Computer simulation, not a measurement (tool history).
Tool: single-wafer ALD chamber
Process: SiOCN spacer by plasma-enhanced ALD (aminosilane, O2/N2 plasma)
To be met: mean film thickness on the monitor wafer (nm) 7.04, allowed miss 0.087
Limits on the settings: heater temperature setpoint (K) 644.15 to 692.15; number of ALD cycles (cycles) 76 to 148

run,day,heater temperature setpoint (K),number of ALD cycles (cycles),mean film thickness on the monitor wafer (nm)
1,0,668.15,112,6.5045
2,0.317,668.15,115,6.6485
3,0.646,668.15,100,5.7902
4,0.879,668.15,106,6.1453
5,1.233,668.15,110,6.3799
6,1.6,668.15,97,5.6417
7,1.871,668.15,104,6.0068
8,1.979,668.15,109,6.3383
9,2.096,668.15,112,6.4563
10,2.275,668.15,112,6.492
# day 2.6: thermocouple changed; heater temperature recalibrated
11,2.6,668.15,115,6.6588
12,2.721,668.15,117,6.7526

Exercise: of the 4 proposed moves below, exactly one satisfies all targets within the stated allowed misses. Which move is it?
A,2.842,666.15,125,?
B,2.842,660.15,114,?
C,2.842,676.15,123,?
D,2.842,669.15,119,?

move,mean film thickness on the monitor wafer (nm)
A,7.2689
B,6.6293
C,7.0642
D,6.92
A: carries the result that was furthest off beyond its target, to the other side
B: its largest miss is bigger than the last run's
C: meets every target
D: better than the last run, though not everything is in spec
Answer: C
